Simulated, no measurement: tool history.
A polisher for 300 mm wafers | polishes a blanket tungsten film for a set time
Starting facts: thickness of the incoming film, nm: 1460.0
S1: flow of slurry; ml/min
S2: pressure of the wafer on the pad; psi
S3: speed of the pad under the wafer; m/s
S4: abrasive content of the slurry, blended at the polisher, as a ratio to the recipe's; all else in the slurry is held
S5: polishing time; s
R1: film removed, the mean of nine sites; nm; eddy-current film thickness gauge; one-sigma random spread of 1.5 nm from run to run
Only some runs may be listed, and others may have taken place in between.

run	hour	S1	S2	S3	S4	S5	R1
1	0	225	2.6	1.1	1	38	149.1
2	2.5	225	2.5	1.1	1	38	142.89
3	5.4	225	1.9	1.1	1	38	110.63
4	9.3	225	1.5	1.1	1	38	87.483
5	11.1	225	1.2	1.1	1	38	70.365
6	11.7	225	1.4	1.1	1	38	81.697
7	16.4	225	1.6	1.1	1	38	92.298

Forecast run 8:
8	17.6	225	1.7	1.1	1	38	?

{"run 8": {"R1": 99.326}}
